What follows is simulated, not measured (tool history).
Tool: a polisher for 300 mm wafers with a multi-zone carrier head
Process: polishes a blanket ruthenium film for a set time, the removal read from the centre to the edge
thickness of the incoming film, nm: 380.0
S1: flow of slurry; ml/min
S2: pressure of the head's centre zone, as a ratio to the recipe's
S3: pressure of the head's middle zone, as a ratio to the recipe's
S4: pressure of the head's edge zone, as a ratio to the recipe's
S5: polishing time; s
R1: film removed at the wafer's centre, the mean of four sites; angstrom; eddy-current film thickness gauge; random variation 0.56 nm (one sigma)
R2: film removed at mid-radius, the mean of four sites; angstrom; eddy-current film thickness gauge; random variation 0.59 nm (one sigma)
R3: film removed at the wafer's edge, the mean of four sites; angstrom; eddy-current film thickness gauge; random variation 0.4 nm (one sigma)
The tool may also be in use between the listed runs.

| run | hour | S1 | S2 | S3 | S4 | S5 | R1 | R2 | R3 |
|---|---|---|---|---|---|---|---|---|---|
| 1 | 0.0 | 240 | 1.00 | 1.00 | 1.00 | 83 | 1107.00 | 1160.00 | 1097.50 |
| 2 | 2.6 | 215 | 1.00 | 1.00 | 1.00 | 83 | 1092.60 | 1131.00 | 1087.20 |
| 3 | 10.5 | 215 | 1.00 | 1.03 | 1.00 | 83 | 1086.60 | 1184.90 | 1086.50 |
| 4 | 16.2 | 195 | 1.00 | 1.03 | 1.00 | 83 | 1085.10 | 1173.40 | 1069.40 |
| 5 | 19.8 | 195 | 1.06 | 1.03 | 1.00 | 83 | 1146.30 | 1173.80 | 1078.20 |
| 6 | 27.7 | 180 | 1.04 | 1.02 | 0.94 | 67 | 893.62 | 909.64 | 837.74 |
| 7 | 31.5 | 175 | 1.04 | 1.03 | 0.90 | 58 | 777.71 | 786.61 | 704.80 |

Forecast run 8:
| 8 | 32.5 | 180 | 1.02 | 1.03 | 0.88 | 53 | ? | ? | ? |

{"run 8": {"R1": 699.42, "R2": 734.53, "R3": 638.42}}
